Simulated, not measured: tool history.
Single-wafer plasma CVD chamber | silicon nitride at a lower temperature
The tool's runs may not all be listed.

run,hour,heater temperature setpoint (K),chamber pressure (Pa),RF power (kW),deposition time (s),mean film thickness on the monitor wafer (nm)
1,0,648.15,140,0.405,33.4,38.371
2,2,648.15,140,0.405,33.4,37.889
3,6.9,648.15,140,0.405,33.4,37.964
4,15.1,648.15,140,0.38,33.4,36.407
5,22.6,648.15,165,0.38,33.4,38.076
6,28.9,640.15,165,0.38,33.4,38.29
7,37.8,640.15,137,0.33,33.2,32.407

Forecast run 8:
8,42.2,640.15,133,0.33,33.2,?

{"run 8": {"mean film thickness on the monitor wafer (nm)": 31.975}}
